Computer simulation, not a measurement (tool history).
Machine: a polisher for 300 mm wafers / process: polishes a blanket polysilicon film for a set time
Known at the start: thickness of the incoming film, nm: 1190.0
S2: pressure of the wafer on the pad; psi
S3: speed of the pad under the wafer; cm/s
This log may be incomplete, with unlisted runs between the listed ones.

{"run": 1, "day": 0.0, "flow of slurry (ml/min)": 190, "S2": 3.1, "S3": 80, "polishing time (s)": 50, "film removed (angstrom)": 3932.2}
{"run": 2, "day": 0.175, "flow of slurry (ml/min)": 190, "S2": 3.1, "S3": 80, "polishing time (s)": 50, "film removed (angstrom)": 3958.8}
{"run": 3, "day": 0.246, "flow of slurry (ml/min)": 190, "S2": 3.1, "S3": 94, "polishing time (s)": 50, "film removed (angstrom)": 4390.7}
{"run": 4, "day": 0.554, "flow of slurry (ml/min)": 190, "S2": 3.7, "S3": 94, "polishing time (s)": 50, "film removed (angstrom)": 4865.0}
{"run": 5, "day": 0.862, "flow of slurry (ml/min)": 220, "S2": 3.7, "S3": 94, "polishing time (s)": 50, "film removed (angstrom)": 5103.7}
{"run": 6, "day": 1.2, "flow of slurry (ml/min)": 220, "S2": 3.7, "S3": 94, "polishing time (s)": 52, "film removed (angstrom)": 5369.5}
{"run": 7, "day": 1.396, "flow of slurry (ml/min)": 220, "S2": 3.7, "S3": 94, "polishing time (s)": 52, "film removed (angstrom)": 5349.4}

Run 8, settings as shown, results not yet in. Your forecast:
{"run": 8, "day": 1.567, "flow of slurry (ml/min)": 220, "S2": 3.7, "S3": 94, "polishing time (s)": 52, "film removed (angstrom)": "?"}

For run 8 the tool returned film removed (angstrom) 5335.4.

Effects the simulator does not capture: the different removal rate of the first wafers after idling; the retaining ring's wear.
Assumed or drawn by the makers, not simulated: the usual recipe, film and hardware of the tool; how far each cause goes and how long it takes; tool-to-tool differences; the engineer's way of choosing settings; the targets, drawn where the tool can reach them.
